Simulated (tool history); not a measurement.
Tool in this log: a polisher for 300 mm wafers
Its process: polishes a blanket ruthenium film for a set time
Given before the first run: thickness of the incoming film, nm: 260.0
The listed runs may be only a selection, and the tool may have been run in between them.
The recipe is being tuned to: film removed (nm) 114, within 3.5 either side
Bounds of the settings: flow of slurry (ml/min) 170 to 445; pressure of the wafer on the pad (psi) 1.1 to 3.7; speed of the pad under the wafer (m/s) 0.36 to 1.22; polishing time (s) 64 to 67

| run | day | flow of slurry (ml/min) | pressure of the wafer on the pad (psi) | speed of the pad under the wafer (m/s) | polishing time (s) | film removed (nm) |
|---|---|---|---|---|---|---|
| 1 | 0 | 285 | 2.4 | 0.78 | 64 | 82.738 |
| 2 | 0.371 | 285 | 2.4 | 0.6 | 64 | 72.703 |
| 3 | 0.583 | 285 | 2.9 | 0.6 | 64 | 86.551 |
| 4 | 0.929 | 310 | 2.9 | 0.6 | 64 | 88.088 |
| 5 | 1.179 | 310 | 2.9 | 0.6 | 64 | 88.906 |
| 6 | 1.421 | 320 | 3 | 0.6 | 64 | 91.819 |
| 7 | 1.629 | 320 | 3.1 | 0.6 | 64 | 93.882 |
| 8 | 1.85 | 320 | 3.2 | 0.6 | 64 | 96.304 |
| 9 | 2.183 | 320 | 3.2 | 0.6 | 64 | 96.665 |

Consider the 5 candidate settings below. Which is the only one whose results all fall within their allowed miss of target?
| A | 2.517 | 425 | 3.7 | 0.64 | 66 | ? |
| B | 2.517 | 245 | 3.5 | 0.8 | 64 | ? |
| C | 2.517 | 350 | 3.3 | 0.76 | 67 | ? |
| D | 2.517 | 230 | 3.4 | 0.74 | 65 | ? |
| E | 2.517 | 320 | 3.6 | 0.68 | 67 | ? |

| move | film removed (nm) |
|---|---|
| A | 122.83 |
| B | 122 |
| C | 121.25 |
| D | 114.03 |
| E | 122.82 |
A: takes the result that was furthest off past its target
B: takes the result that was furthest off past its target
C: takes the result that was furthest off past its target
D: every result within its allowed miss
E: takes the result that was furthest off past its target
Move D is the one to make.

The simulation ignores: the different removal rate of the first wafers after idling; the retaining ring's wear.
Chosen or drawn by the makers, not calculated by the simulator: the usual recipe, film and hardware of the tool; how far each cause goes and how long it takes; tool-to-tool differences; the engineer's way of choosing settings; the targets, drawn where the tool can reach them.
